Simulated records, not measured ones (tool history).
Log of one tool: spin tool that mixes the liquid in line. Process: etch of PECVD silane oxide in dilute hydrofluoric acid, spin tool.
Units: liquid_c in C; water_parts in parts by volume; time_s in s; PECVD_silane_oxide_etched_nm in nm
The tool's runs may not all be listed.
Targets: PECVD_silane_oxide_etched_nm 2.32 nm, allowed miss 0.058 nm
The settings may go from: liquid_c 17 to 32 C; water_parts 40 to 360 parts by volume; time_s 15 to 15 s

Run 1, hour 0: liquid_c 24 C, water_parts 200 parts by volume, time_s 15 s. Result: PECVD_silane_oxide_etched_nm 3.7845 nm.
Run 2, hour 1.7: liquid_c 24 C, water_parts 200 parts by volume, time_s 15 s. Result: PECVD_silane_oxide_etched_nm 3.7391 nm.
Run 3, hour 2.2: liquid_c 24 C, water_parts 200 parts by volume, time_s 15 s. Result: PECVD_silane_oxide_etched_nm 3.7713 nm.
Run 4, hour 9.2: liquid_c 22 C, water_parts 215 parts by volume, time_s 15 s. Result: PECVD_silane_oxide_etched_nm 3.1573 nm.
Run 5, hour 13.9: liquid_c 20.5 C, water_parts 220 parts by volume, time_s 15 s. Result: PECVD_silane_oxide_etched_nm 2.8704 nm.
Run 6, hour 19.8: liquid_c 22.5 C, water_parts 220 parts by volume, time_s 15 s. Result: PECVD_silane_oxide_etched_nm 3.1575 nm.
Run 7, hour 23.5: liquid_c 21 C, water_parts 225 parts by volume, time_s 15 s. Result: PECVD_silane_oxide_etched_nm 2.8728 nm.
Run 8, hour 28.2: liquid_c 20 C, water_parts 230 parts by volume, time_s 15 s. Result: PECVD_silane_oxide_etched_nm 2.7484 nm.
Run 9, hour 30.3: liquid_c 20 C, water_parts 230 parts by volume, time_s 15 s. Result: PECVD_silane_oxide_etched_nm 2.7067 nm.
Run 10, hour 35: liquid_c 19 C, water_parts 235 parts by volume, time_s 15 s. Result: PECVD_silane_oxide_etched_nm 2.5397 nm.

4 next moves are on the table. One of them brings every result within its allowed miss. Which?
Run A, hour 39.7: liquid_c 20 C, water_parts 220 parts by volume, time_s 15 s. Result: PECVD_silane_oxide_etched_nm ?.
Run B, hour 39.7: liquid_c 25 C, water_parts 300 parts by volume, time_s 15 s. Result: PECVD_silane_oxide_etched_nm ?.
Run C, hour 39.7: liquid_c 17 C, water_parts 215 parts by volume, time_s 15 s. Result: PECVD_silane_oxide_etched_nm ?.
Run D, hour 39.7: liquid_c 17.5 C, water_parts 210 parts by volume, time_s 15 s. Result: PECVD_silane_oxide_etched_nm ?.

move  PECVD_silane_oxide_etched_nm
   A                        2.8565
   B                        2.3219
   C                        2.6134
   D                        2.7414
A: further off than the last run
B: meets every target
C: further off than the last run
D: further off than the last run
Move B is the one to make.
